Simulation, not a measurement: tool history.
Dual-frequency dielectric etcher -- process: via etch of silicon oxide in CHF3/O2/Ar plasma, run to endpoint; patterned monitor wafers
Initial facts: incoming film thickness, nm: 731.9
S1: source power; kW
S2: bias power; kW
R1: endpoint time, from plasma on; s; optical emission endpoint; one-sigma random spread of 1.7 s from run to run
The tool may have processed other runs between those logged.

run  hour     S1     S2      R1
  1   0.0  0.650  0.191  386.95
  2   3.0  0.620  0.190  397.74
  3   9.8  0.620  0.222  369.44
  4  13.9  0.570  0.221  385.99
  5  22.4  0.540  0.220  395.36
  6  29.4  0.580  0.220  382.79
  7  33.1  0.550  0.219  394.41

What will run 8 give?
  8  37.3  0.530  0.219   ?

Logged for run 8: R1 401.73 s.

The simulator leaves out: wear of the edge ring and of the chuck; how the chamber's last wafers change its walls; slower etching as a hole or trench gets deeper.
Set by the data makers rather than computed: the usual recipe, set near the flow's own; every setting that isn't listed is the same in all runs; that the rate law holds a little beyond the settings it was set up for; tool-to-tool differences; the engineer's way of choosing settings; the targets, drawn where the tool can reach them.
